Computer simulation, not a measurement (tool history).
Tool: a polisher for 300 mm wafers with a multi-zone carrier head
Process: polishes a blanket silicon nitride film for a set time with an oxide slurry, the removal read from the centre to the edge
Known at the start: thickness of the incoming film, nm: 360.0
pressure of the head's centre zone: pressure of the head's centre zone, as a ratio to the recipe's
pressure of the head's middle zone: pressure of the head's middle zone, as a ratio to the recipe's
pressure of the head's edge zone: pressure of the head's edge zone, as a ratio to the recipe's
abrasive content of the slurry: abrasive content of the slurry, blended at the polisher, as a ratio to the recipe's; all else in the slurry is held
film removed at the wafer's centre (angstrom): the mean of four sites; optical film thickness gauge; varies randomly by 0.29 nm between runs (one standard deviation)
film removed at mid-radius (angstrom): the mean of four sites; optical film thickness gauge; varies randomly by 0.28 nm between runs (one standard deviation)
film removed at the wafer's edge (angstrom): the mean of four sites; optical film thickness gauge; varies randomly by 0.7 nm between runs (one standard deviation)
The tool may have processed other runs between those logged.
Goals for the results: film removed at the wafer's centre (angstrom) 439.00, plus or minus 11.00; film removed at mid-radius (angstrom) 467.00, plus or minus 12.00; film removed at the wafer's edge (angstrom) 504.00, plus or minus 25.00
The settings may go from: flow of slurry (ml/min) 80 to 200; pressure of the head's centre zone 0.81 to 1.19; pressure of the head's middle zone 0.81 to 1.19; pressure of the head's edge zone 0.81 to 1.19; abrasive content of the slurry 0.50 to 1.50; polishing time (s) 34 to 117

| run | hour | flow of slurry (ml/min) | pressure of the head's centre zone | pressure of the head's middle zone | pressure of the head's edge zone | abrasive content of the slurry | polishing time (s) | film removed at the wafer's centre (angstrom) | film removed at mid-radius (angstrom) | film removed at the wafer's edge (angstrom) |
|---|---|---|---|---|---|---|---|---|---|---|
| 1 | 0.0 | 130 | 1.00 | 1.00 | 1.00 | 1.00 | 75 | 645.71 | 666.85 | 656.39 |
| 2 | 7.9 | 130 | 1.00 | 1.00 | 1.03 | 1.00 | 75 | 650.19 | 658.75 | 655.79 |
| 3 | 16.9 | 130 | 1.00 | 1.00 | 1.03 | 1.00 | 68 | 583.76 | 598.32 | 597.56 |
| 4 | 20.1 | 125 | 0.98 | 0.98 | 1.01 | 0.95 | 68 | 551.22 | 566.76 | 580.45 |
| 5 | 21.2 | 100 | 0.98 | 0.98 | 1.01 | 0.95 | 68 | 516.26 | 531.52 | 546.21 |
| 6 | 25.4 | 95 | 0.97 | 0.97 | 1.00 | 0.95 | 68 | 502.29 | 519.92 | 550.78 |
| 7 | 26.2 | 95 | 0.91 | 0.92 | 0.90 | 0.80 | 68 | 413.62 | 444.84 | 458.99 |
| 8 | 31.7 | 100 | 0.91 | 0.92 | 0.92 | 0.80 | 68 | 419.10 | 442.55 | 461.17 |
| 9 | 37.7 | 105 | 0.91 | 0.92 | 0.94 | 0.80 | 68 | 426.33 | 453.45 | 469.86 |
| 10 | 39.7 | 105 | 0.91 | 0.92 | 0.96 | 0.80 | 68 | 426.39 | 451.90 | 482.21 |
| 11 | 43.7 | 105 | 0.91 | 0.92 | 0.97 | 0.80 | 68 | 428.44 | 450.97 | 490.25 |

Which of these 4 next moves meets every target?
| A | 47.7 | 105 | 0.83 | 0.91 | 0.97 | 0.65 | 86 | ? | ? | ? |
| B | 47.7 | 80 | 0.86 | 0.90 | 1.15 | 0.80 | 78 | ? | ? | ? |
| C | 47.7 | 90 | 0.87 | 0.87 | 1.05 | 0.85 | 74 | ? | ? | ? |
| D | 47.7 | 90 | 0.91 | 0.91 | 0.94 | 1.25 | 56 | ? | ? | ? |

| move | film removed at the wafer's centre (angstrom) | film removed at mid-radius (angstrom) | film removed at the wafer's edge (angstrom) |
|---|---|---|---|
| A | 407.65 | 466.76 | 495.86 |
| B | 419.26 | 465.57 | 560.09 |
| C | 443.01 | 469.56 | 546.98 |
| D | 444.16 | 466.82 | 496.49 |
A: the furthest-off result lands on target, but another misses its tolerance
B: the furthest-off result lands on target, but another misses its tolerance
C: the furthest-off result lands on target, but another misses its tolerance
D: in spec on every target
So the answer is move D, the one that meets all the targets.
